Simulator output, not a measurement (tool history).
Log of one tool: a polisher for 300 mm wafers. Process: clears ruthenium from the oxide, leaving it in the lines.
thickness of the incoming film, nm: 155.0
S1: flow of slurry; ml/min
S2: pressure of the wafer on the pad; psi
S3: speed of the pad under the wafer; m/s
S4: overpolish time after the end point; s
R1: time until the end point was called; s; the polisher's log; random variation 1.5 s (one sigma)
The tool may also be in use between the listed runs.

run	day	S1	S2	S3	S4	R1
1	0	165	2	0.88	7	147.29
2	0.204	165	2.1	0.88	7	135.49
3	0.425	145	2.1	0.88	7	139.96
4	0.729	145	2.2	0.88	7	134.05
5	1.096	145	2.2	0.78	7	151.71
6	1.346	180	2.2	0.78	7	143.86

Run 7 comes next. What will it give?
7	1.404	185	2.3	0.78	7	?

{"run 7": {"R1": 139.24}}

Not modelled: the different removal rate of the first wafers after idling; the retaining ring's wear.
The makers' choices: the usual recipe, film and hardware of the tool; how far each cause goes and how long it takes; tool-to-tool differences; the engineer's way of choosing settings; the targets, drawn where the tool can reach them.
